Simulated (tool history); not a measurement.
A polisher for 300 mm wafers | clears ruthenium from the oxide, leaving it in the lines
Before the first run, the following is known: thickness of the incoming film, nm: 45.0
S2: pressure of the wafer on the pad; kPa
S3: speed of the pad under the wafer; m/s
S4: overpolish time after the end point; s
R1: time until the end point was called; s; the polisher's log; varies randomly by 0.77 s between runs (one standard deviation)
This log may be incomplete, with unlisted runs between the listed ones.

{"run": 1, "hour": 0.0, "flow of slurry (ml/min)": 125, "S2": 10.3, "S3": 0.76, "S4": 36, "R1": 63.578}
{"run": 2, "hour": 7.4, "flow of slurry (ml/min)": 100, "S2": 10.3, "S3": 0.76, "S4": 36, "R1": 64.192}
{"run": 3, "hour": 15.4, "flow of slurry (ml/min)": 100, "S2": 10.3, "S3": 0.94, "S4": 36, "R1": 54.224}
{"run": 4, "hour": 17.0, "flow of slurry (ml/min)": 100, "S2": 11.7, "S3": 0.96, "S4": 36, "R1": 45.421}
{"hour": 22.1, "done": "head pressure recalibrated"}
{"run": 5, "hour": 22.1, "flow of slurry (ml/min)": 85, "S2": 11.7, "S3": 0.96, "S4": 36, "R1": 55.269}
{"run": 6, "hour": 22.9, "flow of slurry (ml/min)": 85, "S2": 11.7, "S3": 0.96, "S4": 38, "R1": 54.169}
{"run": 7, "hour": 27.7, "flow of slurry (ml/min)": 90, "S2": 11.7, "S3": 0.96, "S4": 38, "R1": 53.653}
{"run": 8, "hour": 29.0, "flow of slurry (ml/min)": 95, "S2": 11.7, "S3": 0.96, "S4": 38, "R1": 54.47}
{"run": 9, "hour": 31.8, "flow of slurry (ml/min)": 95, "S2": 11.7, "S3": 0.96, "S4": 38, "R1": 52.598}
{"run": 10, "hour": 40.0, "flow of slurry (ml/min)": 100, "S2": 11.7, "S3": 0.96, "S4": 38, "R1": 51.391}
{"run": 11, "hour": 42.3, "flow of slurry (ml/min)": 100, "S2": 11.7, "S3": 0.96, "S4": 38, "R1": 50.772}

Run 12 has not been measured yet. What should we expect?
{"run": 12, "hour": 50.6, "flow of slurry (ml/min)": 105, "S2": 11.7, "S3": 0.96, "S4": 38, "R1": "?"}

Logged for run 12: R1 53.501 s.
